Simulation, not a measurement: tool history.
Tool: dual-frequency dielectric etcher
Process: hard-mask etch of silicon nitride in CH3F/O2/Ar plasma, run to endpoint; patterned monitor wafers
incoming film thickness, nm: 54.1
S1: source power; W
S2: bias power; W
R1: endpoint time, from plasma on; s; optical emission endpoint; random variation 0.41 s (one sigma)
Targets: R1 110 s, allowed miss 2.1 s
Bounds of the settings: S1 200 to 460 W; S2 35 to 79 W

{"run": 1, "hour": 0.0, "S1": 330, "S2": 57, "R1": 86.195}
{"run": 2, "hour": 7.1, "S1": 280, "S2": 57, "R1": 95.291}
{"run": 3, "hour": 11.2, "S1": 260, "S2": 56, "R1": 100.7}
{"run": 4, "hour": 14.3, "S1": 210, "S2": 56, "R1": 119.14}
{"run": 5, "hour": 15.2, "S1": 220, "S2": 56, "R1": 113.67}
{"run": 6, "hour": 18.4, "S1": 220, "S2": 48, "R1": 121.76}
{"run": 7, "hour": 24.8, "S1": 230, "S2": 48, "R1": 118.14}
{"run": 8, "hour": 29.9, "S1": 240, "S2": 48, "R1": 114.88}

Which of these 5 next moves meets every target?
{"run": "A", "hour": 35.0, "S1": 230, "S2": 46, "R1": "?"}
{"run": "B", "hour": 35.0, "S1": 290, "S2": 35, "R1": "?"}
{"run": "C", "hour": 35.0, "S1": 270, "S2": 48, "R1": "?"}
{"run": "D", "hour": 35.0, "S1": 220, "S2": 48, "R1": "?"}
{"run": "E", "hour": 35.0, "S1": 250, "S2": 49, "R1": "?"}

move=A R1=120.76
move=B R1=116.58
move=C R1=105.65
move=D R1=122.5
move=E R1=110.31
A: further off than the last run
B: further off than the last run
C: takes the result that was furthest off past its target
D: further off than the last run
E: meets every target
Move E is the one to make.
